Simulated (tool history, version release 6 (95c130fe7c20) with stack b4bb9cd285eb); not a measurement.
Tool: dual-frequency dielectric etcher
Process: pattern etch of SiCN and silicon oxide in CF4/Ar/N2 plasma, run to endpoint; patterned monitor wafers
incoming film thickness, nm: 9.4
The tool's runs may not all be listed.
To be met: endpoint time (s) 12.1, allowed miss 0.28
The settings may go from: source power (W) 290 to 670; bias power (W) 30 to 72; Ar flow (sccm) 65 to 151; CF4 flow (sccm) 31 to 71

Run 1, hour 0: source power (W) 480, bias power (W) 51, Ar flow (sccm) 108, CF4 flow (sccm) 51. Result: endpoint time (s) 13.872.
Run 2, hour 2.1: source power (W) 490, bias power (W) 51, Ar flow (sccm) 108, CF4 flow (sccm) 51. Result: endpoint time (s) 13.739.
Run 3, hour 10.4: source power (W) 490, bias power (W) 55, Ar flow (sccm) 108, CF4 flow (sccm) 51. Result: endpoint time (s) 13.45.
Run 4, hour 16.9: source power (W) 420, bias power (W) 55, Ar flow (sccm) 108, CF4 flow (sccm) 51. Result: endpoint time (s) 15.107.
Run 5, hour 23.9: source power (W) 440, bias power (W) 55, Ar flow (sccm) 108, CF4 flow (sccm) 51. Result: endpoint time (s) 14.597.
Run 6, hour 30.9: source power (W) 390, bias power (W) 55, Ar flow (sccm) 108, CF4 flow (sccm) 51. Result: endpoint time (s) 16.125.
Run 7, hour 39.5: source power (W) 420, bias power (W) 55, Ar flow (sccm) 108, CF4 flow (sccm) 51. Result: endpoint time (s) 15.208.
Run 8, hour 46.7: source power (W) 440, bias power (W) 55, Ar flow (sccm) 108, CF4 flow (sccm) 51. Result: endpoint time (s) 14.652.
Run 9, hour 54.1: source power (W) 460, bias power (W) 55, Ar flow (sccm) 108, CF4 flow (sccm) 51. Result: endpoint time (s) 14.301.

Which of these 4 next moves meets every target?
Run A, hour 61.5: source power (W) 560, bias power (W) 56, Ar flow (sccm) 113, CF4 flow (sccm) 51. Result: endpoint time (s) ?.
Run B, hour 61.5: source power (W) 570, bias power (W) 53, Ar flow (sccm) 111, CF4 flow (sccm) 60. Result: endpoint time (s) ?.
Run C, hour 61.5: source power (W) 580, bias power (W) 57, Ar flow (sccm) 99, CF4 flow (sccm) 56. Result: endpoint time (s) ?.
Run D, hour 61.5: source power (W) 590, bias power (W) 55, Ar flow (sccm) 106, CF4 flow (sccm) 55. Result: endpoint time (s) ?.

move  endpoint time (s)
   A             11.958
   B             11.586
   C              11.18
   D              11.26
A: meets every target
B: takes the result that was furthest off past its target
C: takes the result that was furthest off past its target
D: takes the result that was furthest off past its target
Answer: A
